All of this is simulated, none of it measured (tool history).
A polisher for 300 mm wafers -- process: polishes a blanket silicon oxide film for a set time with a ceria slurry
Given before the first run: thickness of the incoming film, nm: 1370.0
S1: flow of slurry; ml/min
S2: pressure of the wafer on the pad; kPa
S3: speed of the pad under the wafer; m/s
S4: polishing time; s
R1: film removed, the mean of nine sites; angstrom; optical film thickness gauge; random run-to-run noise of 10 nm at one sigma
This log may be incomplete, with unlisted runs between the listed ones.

run	hour	S1	S2	S3	S4	R1
1	0	255	26.2	1.42	80	5855.2
2	8	255	29	1.42	80	6502.4
3	13	255	31	1.42	80	6703.4
4	14.9	285	31	1.42	80	6786.4
5	17.2	250	31	1.42	80	6552.3
6	21.1	265	33.8	1.44	80	7467.1
7	24	265	35.2	1.44	80	7501.9
8	28.9	265	36.5	1.46	80	7677.2

What will run 9 give?
9	29.7	270	37.9	1.5	80	?

Run 9 gave R1 8341.2 angstrom.
